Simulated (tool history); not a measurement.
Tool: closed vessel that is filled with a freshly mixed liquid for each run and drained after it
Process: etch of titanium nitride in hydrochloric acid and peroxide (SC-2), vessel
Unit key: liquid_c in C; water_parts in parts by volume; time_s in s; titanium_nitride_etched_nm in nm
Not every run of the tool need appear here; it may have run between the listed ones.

run	day	liquid_c	water_parts	time_s	titanium_nitride_etched_nm
1	0	51	11.5	1045	26.25
2	0.262	51	11.5	1045	26.283
3	0.338	51	11.5	1130	28.394
4	0.446	49.5	11.5	1130	25.721
5	0.658	49.5	8.5	1130	33.171
6	0.721	55.5	8.5	1130	48.734

Predict the results of run 7:
7	0.867	47.5	8.5	1130	?

{"run 7": {"titanium_nitride_etched_nm": 28.835}}
